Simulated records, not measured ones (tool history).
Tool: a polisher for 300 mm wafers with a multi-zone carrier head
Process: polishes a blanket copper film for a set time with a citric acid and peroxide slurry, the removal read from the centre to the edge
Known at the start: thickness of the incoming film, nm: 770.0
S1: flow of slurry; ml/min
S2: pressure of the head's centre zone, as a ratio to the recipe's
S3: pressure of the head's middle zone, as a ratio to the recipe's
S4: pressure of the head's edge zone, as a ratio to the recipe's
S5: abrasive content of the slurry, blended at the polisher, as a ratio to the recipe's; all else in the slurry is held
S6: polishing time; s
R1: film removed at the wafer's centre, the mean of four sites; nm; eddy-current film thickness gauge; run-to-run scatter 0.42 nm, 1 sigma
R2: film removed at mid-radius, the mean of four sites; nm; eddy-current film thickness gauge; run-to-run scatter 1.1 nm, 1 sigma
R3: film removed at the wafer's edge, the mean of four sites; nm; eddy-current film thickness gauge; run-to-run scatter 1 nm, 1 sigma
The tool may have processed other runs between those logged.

Run 1, day 0.000: S1 295 ml/min, S2 1.00, S3 1.00, S4 1.00, S5 1.00, S6 41 s. Result: R1 77.882 nm, R2 77.652 nm, R3 73.105 nm.
Run 2, day 0.225: S1 295 ml/min, S2 1.00, S3 1.00, S4 1.00, S5 1.00, S6 31 s. Result: R1 58.800 nm, R2 57.324 nm, R3 55.680 nm.
Run 3, day 0.554: S1 295 ml/min, S2 1.00, S3 1.07, S4 1.00, S5 1.00, S6 31 s. Result: R1 59.093 nm, R2 61.347 nm, R3 56.536 nm.
Run 4, day 0.750: S1 295 ml/min, S2 1.00, S3 1.07, S4 0.94, S5 1.00, S6 31 s. Result: R1 59.131 nm, R2 61.182 nm, R3 54.455 nm.
Run 5, day 0.842: S1 295 ml/min, S2 1.00, S3 1.07, S4 1.02, S5 1.00, S6 31 s. Result: R1 58.705 nm, R2 60.775 nm, R3 55.814 nm.
Run 6, day 1.025: S1 295 ml/min, S2 1.00, S3 1.11, S4 1.02, S5 1.00, S6 31 s. Result: R1 59.056 nm, R2 62.319 nm, R3 56.519 nm.
Run 7, day 1.388: S1 290 ml/min, S2 0.96, S3 1.10, S4 1.07, S5 1.15, S6 33 s. Result: R1 61.812 nm, R2 68.608 nm, R3 62.418 nm.
Run 8, day 1.496: S1 290 ml/min, S2 0.92, S3 1.07, S4 1.11, S5 1.25, S6 35 s. Result: R1 63.052 nm, R2 73.442 nm, R3 69.905 nm.
Run 9, day 1.846: S1 300 ml/min, S2 0.92, S3 1.06, S4 1.14, S5 1.35, S6 35 s. Result: R1 65.669 nm, R2 74.605 nm, R3 74.442 nm.

Predict the results of run 10:
Run 10, day 2.112: S1 310 ml/min, S2 0.92, S3 1.07, S4 1.16, S5 1.40, S6 35 s. Result: R1 ?, R2 ?, R3 ?.

Run 10 yielded R1 66.010 nm, R2 75.680 nm, R3 73.389 nm.
